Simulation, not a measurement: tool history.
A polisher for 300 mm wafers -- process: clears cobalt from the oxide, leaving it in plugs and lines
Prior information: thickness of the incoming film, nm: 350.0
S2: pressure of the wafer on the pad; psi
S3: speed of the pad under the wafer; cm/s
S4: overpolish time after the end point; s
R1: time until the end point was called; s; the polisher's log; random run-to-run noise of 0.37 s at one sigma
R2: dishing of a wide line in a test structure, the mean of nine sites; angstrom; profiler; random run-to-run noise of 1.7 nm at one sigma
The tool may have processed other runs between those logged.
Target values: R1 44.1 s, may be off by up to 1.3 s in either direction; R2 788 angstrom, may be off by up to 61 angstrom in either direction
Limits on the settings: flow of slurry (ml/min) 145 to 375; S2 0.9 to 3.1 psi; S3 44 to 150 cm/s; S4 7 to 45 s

Run 1, hour 0: flow of slurry (ml/min) 240, S2 2 psi, S3 96 cm/s, S4 23 s. Result: R1 69.32 s, R2 617.94 angstrom.
Run 2, hour 2.3: flow of slurry (ml/min) 240, S2 2.5 psi, S3 96 cm/s, S4 23 s. Result: R1 56.644 s, R2 690.46 angstrom.
Run 3, hour 4.1: flow of slurry (ml/min) 280, S2 2.5 psi, S3 96 cm/s, S4 23 s. Result: R1 53.883 s, R2 691.75 angstrom.
Run 4, hour 6.9: flow of slurry (ml/min) 285, S2 2.5 psi, S3 96 cm/s, S4 23 s. Result: R1 54.341 s, R2 687.11 angstrom.
Run 5, hour 8.5: flow of slurry (ml/min) 285, S2 2.5 psi, S3 96 cm/s, S4 30 s. Result: R1 54.464 s, R2 736.3 angstrom.
Run 6, hour 9.7: flow of slurry (ml/min) 285, S2 2.5 psi, S3 96 cm/s, S4 22 s. Result: R1 55.416 s, R2 637.31 angstrom.
Run 7, hour 13.1: flow of slurry (ml/min) 285, S2 2.6 psi, S3 96 cm/s, S4 23 s. Result: R1 52.684 s, R2 667.2 angstrom.
Run 8, hour 18: flow of slurry (ml/min) 285, S2 2.7 psi, S3 96 cm/s, S4 24 s. Result: R1 50.137 s, R2 713.29 angstrom.
Run 9, hour 25: flow of slurry (ml/min) 290, S2 2.7 psi, S3 96 cm/s, S4 24 s. Result: R1 50.69 s, R2 672.32 angstrom.
Run 10, hour 30.6: flow of slurry (ml/min) 290, S2 2.7 psi, S3 96 cm/s, S4 24 s. Result: R1 50.368 s, R2 687.91 angstrom.
Run 11, hour 37.8: flow of slurry (ml/min) 290, S2 2.7 psi, S3 96 cm/s, S4 25 s. Result: R1 50.447 s, R2 738.39 angstrom.
Run 12, hour 44.8: flow of slurry (ml/min) 295, S2 2.7 psi, S3 96 cm/s, S4 25 s. Result: R1 50.205 s, R2 729.1 angstrom.
Run 13, hour 49.9: flow of slurry (ml/min) 305, S2 2.9 psi, S3 96 cm/s, S4 25 s. Result: R1 46.801 s, R2 734.36 angstrom.

Which single option among these 4 for the next run brings every result within its allowed miss of target? Just one does.
Run A, hour 55: flow of slurry (ml/min) 325, S2 2.9 psi, S3 108 cm/s, S4 26 s. Result: R1 ?, R2 ?.
Run B, hour 55: flow of slurry (ml/min) 320, S2 3 psi, S3 106 cm/s, S4 31 s. Result: R1 ?, R2 ?.
Run C, hour 55: flow of slurry (ml/min) 330, S2 2.8 psi, S3 112 cm/s, S4 27 s. Result: R1 ?, R2 ?.
Run D, hour 55: flow of slurry (ml/min) 270, S2 3.1 psi, S3 96 cm/s, S4 30 s. Result: R1 ?, R2 ?.

move      R1      R2
   A   41.16  776.29
   B   40.62  803.07
   C  41.044  782.83
   D  44.247  787.75
A: takes the biggest miss from the last run beyond its target
B: takes the biggest miss from the last run beyond its target
C: takes the biggest miss from the last run beyond its target
D: hits every target within its allowed miss
D is the move that brings every result within its allowed miss.
